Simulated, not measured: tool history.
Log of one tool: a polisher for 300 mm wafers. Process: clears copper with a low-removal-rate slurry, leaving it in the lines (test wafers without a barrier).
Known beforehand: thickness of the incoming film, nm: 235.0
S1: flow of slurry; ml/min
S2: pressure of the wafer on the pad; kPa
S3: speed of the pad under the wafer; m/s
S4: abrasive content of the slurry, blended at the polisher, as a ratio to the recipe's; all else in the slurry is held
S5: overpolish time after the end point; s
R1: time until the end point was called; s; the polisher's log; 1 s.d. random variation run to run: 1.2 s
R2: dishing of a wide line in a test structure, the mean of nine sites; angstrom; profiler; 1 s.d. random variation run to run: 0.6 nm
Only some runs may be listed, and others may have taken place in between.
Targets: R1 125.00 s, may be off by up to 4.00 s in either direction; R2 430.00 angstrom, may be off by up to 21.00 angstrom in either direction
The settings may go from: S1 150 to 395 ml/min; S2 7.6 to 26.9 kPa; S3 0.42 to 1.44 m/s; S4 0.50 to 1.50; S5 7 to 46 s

run	hour	S1	S2	S3	S4	S5	R1	R2
1	0.0	250	17.2	0.92	1.00	24	104.34	378.75
2	4.9	250	16.5	0.92	1.00	25	106.66	375.94
3	5.8	250	16.5	0.92	1.15	25	104.92	396.45
4	14.3	250	15.9	0.92	1.15	26	109.19	390.47
5	19.6	250	15.9	0.92	1.15	18	110.19	286.68
6	26.9	250	15.9	0.92	1.00	18	112.39	276.32
7	32.3	255	15.9	0.92	1.05	20	111.80	314.61
8	37.8	265	13.1	0.90	1.30	30	131.55	373.04

Exactly one of the 4 candidate moves below puts every result within its allowed miss. Which one?
A	43.3	285	16.5	0.80	1.40	36	?	?
B	43.3	210	15.2	0.88	1.50	31	?	?
C	43.3	230	13.1	0.90	1.20	28	?	?
D	43.3	225	13.1	0.98	1.25	34	?	?

move	R1	R2
A	113.91	492.81
B	115.50	430.02
C	135.06	344.30
D	123.59	432.19
A: carries the result that was furthest off beyond its target, to the other side
B: puts the biggest miss on target and leaves a different result outside tolerance
C: lands further from the targets than the last run did
D: all results land within tolerance of their targets
So the answer is move D, the one that meets all the targets.
